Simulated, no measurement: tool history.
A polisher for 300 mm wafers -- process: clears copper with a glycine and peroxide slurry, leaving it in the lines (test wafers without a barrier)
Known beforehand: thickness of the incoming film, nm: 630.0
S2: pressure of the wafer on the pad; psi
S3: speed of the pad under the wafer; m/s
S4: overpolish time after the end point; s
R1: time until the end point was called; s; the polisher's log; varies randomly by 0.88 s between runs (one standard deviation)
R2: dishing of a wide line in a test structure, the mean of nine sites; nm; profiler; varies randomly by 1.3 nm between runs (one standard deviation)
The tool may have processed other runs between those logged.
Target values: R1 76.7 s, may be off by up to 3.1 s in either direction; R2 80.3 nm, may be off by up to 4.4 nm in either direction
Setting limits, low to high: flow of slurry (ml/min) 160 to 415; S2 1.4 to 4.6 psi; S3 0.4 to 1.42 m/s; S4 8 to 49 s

Run 1, day 0: flow of slurry (ml/min) 265, S2 3 psi, S3 0.9 m/s, S4 25 s. Result: R1 153.82 s, R2 52.438 nm.
Run 2, day 0.271: flow of slurry (ml/min) 215, S2 3 psi, S3 0.9 m/s, S4 25 s. Result: R1 155.63 s, R2 53.324 nm.
Run 3, day 0.346: flow of slurry (ml/min) 215, S2 3 psi, S3 0.9 m/s, S4 34 s. Result: R1 154.91 s, R2 63.719 nm.
Run 4, day 0.488: flow of slurry (ml/min) 215, S2 3 psi, S3 0.9 m/s, S4 43 s. Result: R1 156.15 s, R2 71.996 nm.
Run 5, day 0.654: flow of slurry (ml/min) 215, S2 3 psi, S3 0.9 m/s, S4 47 s. Result: R1 155.7 s, R2 75.836 nm.
Run 6, day 0.808: flow of slurry (ml/min) 220, S2 3.2 psi, S3 0.94 m/s, S4 44 s. Result: R1 140.32 s, R2 75.78 nm.
Run 7, day 0.858: flow of slurry (ml/min) 220, S2 3.4 psi, S3 0.96 m/s, S4 42 s. Result: R1 130.59 s, R2 76.573 nm.
Run 8, day 0.917: flow of slurry (ml/min) 235, S2 4.2 psi, S3 1.22 m/s, S4 30 s. Result: R1 88.697 s, R2 78.8 nm.
Run 9, day 0.946: flow of slurry (ml/min) 235, S2 4.3 psi, S3 1.22 m/s, S4 30 s. Result: R1 88.179 s, R2 79.235 nm.
Run 10, day 1.062: flow of slurry (ml/min) 235, S2 4.3 psi, S3 1.24 m/s, S4 29 s. Result: R1 86.421 s, R2 79.165 nm.
Run 11, day 1.154: flow of slurry (ml/min) 235, S2 4.5 psi, S3 1.28 m/s, S4 27 s. Result: R1 80.95 s, R2 79.206 nm.

Which of these 5 next moves meets every target?
Run A, day 1.246: flow of slurry (ml/min) 255, S2 4.2 psi, S3 1.42 m/s, S4 45 s. Result: R1 ?, R2 ?.
Run B, day 1.246: flow of slurry (ml/min) 235, S2 4.6 psi, S3 1.32 m/s, S4 21 s. Result: R1 ?, R2 ?.
Run C, day 1.246: flow of slurry (ml/min) 280, S2 4.5 psi, S3 1.32 m/s, S4 36 s. Result: R1 ?, R2 ?.
Run D, day 1.246: flow of slurry (ml/min) 280, S2 4.4 psi, S3 1.38 m/s, S4 28 s. Result: R1 ?, R2 ?.
Run E, day 1.246: flow of slurry (ml/min) 160, S2 3.9 psi, S3 1.42 m/s, S4 26 s. Result: R1 ?, R2 ?.

move      R1      R2
   A  78.257  90.036
   B  77.385  71.416
   C  78.102  86.746
   D  76.568  80.461
   E  86.089  73.961
A: gets the furthest-off result to its target, but another result is out of tolerance
B: gets the furthest-off result to its target, but another result is out of tolerance
C: gets the furthest-off result to its target, but another result is out of tolerance
D: meets every target
E: further off than the last run
Answer: D
